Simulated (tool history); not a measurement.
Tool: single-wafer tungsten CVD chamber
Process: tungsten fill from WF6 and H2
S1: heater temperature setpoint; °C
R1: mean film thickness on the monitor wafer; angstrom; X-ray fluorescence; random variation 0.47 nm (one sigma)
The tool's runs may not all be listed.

Run 1, hour 0.0: S1 390 °C, chamber pressure (mTorr) 40500, deposition time (s) 42.7. Result: R1 1150.40 angstrom.
Run 2, hour 7.1: S1 386 °C, chamber pressure (mTorr) 40300, deposition time (s) 42.7. Result: R1 1043.00 angstrom.
Run 3, hour 15.2: S1 386 °C, chamber pressure (mTorr) 40300, deposition time (s) 44.0. Result: R1 1083.90 angstrom.
Run 4, hour 24.2: S1 386 °C, chamber pressure (mTorr) 45100, deposition time (s) 44.0. Result: R1 1142.70 angstrom.
Run 5, hour 27.7: S1 392 °C, chamber pressure (mTorr) 45100, deposition time (s) 44.0. Result: R1 1285.70 angstrom.
Run 6, hour 29.9: S1 392 °C, chamber pressure (mTorr) 45100, deposition time (s) 44.0. Result: R1 1302.60 angstrom.
Run 7, hour 36.6: S1 387 °C, chamber pressure (mTorr) 44900, deposition time (s) 44.0. Result: R1 1164.30 angstrom.
Run 8, hour 44.5: S1 383 °C, chamber pressure (mTorr) 44800, deposition time (s) 44.0. Result: R1 1069.50 angstrom.

Forecast run 9:
Run 9, hour 52.5: S1 380 °C, chamber pressure (mTorr) 44700, deposition time (s) 44.0. Result: R1 ?.

{"run 9": {"R1": 984.73}}
